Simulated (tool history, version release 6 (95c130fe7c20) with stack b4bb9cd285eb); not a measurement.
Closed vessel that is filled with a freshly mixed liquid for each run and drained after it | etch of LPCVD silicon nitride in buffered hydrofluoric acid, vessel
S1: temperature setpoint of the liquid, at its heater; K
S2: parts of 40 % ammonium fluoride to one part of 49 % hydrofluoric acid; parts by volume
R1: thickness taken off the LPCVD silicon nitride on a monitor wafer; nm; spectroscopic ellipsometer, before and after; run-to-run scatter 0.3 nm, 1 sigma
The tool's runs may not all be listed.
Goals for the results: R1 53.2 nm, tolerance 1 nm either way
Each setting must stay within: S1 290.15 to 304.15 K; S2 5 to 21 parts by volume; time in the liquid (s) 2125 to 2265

Run 1, hour 0: S1 296.15 K, S2 13 parts by volume, time in the liquid (s) 2125. Result: R1 24.094 nm.
Run 2, hour 8: S1 296.15 K, S2 13 parts by volume, time in the liquid (s) 2125. Result: R1 24.268 nm.
Run 3, hour 12.7: S1 297.65 K, S2 12 parts by volume, time in the liquid (s) 2125. Result: R1 28.586 nm.
Run 4, hour 15.9: S1 297.65 K, S2 9 parts by volume, time in the liquid (s) 2125. Result: R1 36.92 nm.
Run 5, hour 19.4: S1 298.65 K, S2 9 parts by volume, time in the liquid (s) 2125. Result: R1 38.255 nm.
Run 6, hour 27.2: S1 295.15 K, S2 9 parts by volume, time in the liquid (s) 2125. Result: R1 31.844 nm.
Run 7, hour 31.7: S1 296.65 K, S2 9 parts by volume, time in the liquid (s) 2125. Result: R1 34.755 nm.
Run 8, hour 35.8: S1 298.15 K, S2 9 parts by volume, time in the liquid (s) 2125. Result: R1 37.208 nm.
Run 9, hour 43.2: S1 299.15 K, S2 9 parts by volume, time in the liquid (s) 2125. Result: R1 39.562 nm.
Run 10, hour 52.6: S1 300.15 K, S2 9 parts by volume, time in the liquid (s) 2125. Result: R1 41.901 nm.
Run 11, hour 55.2: S1 304.15 K, S2 8.5 parts by volume, time in the liquid (s) 2125. Result: R1 54.368 nm.

Pick the move, out of 4, that brings all results within their allowed miss; only one does.
Run A, hour 57.8: S1 304.15 K, S2 8.5 parts by volume, time in the liquid (s) 2180. Result: R1 ?.
Run B, hour 57.8: S1 304.15 K, S2 9.5 parts by volume, time in the liquid (s) 2265. Result: R1 ?.
Run C, hour 57.8: S1 303.65 K, S2 8.5 parts by volume, time in the liquid (s) 2225. Result: R1 ?.
Run D, hour 57.8: S1 304.15 K, S2 8.5 parts by volume, time in the liquid (s) 2205. Result: R1 ?.

move      R1
   A  56.755
   B  53.579
   C  56.436
   D  57.406
A: moves away from the targets compared with the last run
B: all results land within tolerance of their targets
C: moves away from the targets compared with the last run
D: moves away from the targets compared with the last run
So the answer is move B, the one that meets all the targets.

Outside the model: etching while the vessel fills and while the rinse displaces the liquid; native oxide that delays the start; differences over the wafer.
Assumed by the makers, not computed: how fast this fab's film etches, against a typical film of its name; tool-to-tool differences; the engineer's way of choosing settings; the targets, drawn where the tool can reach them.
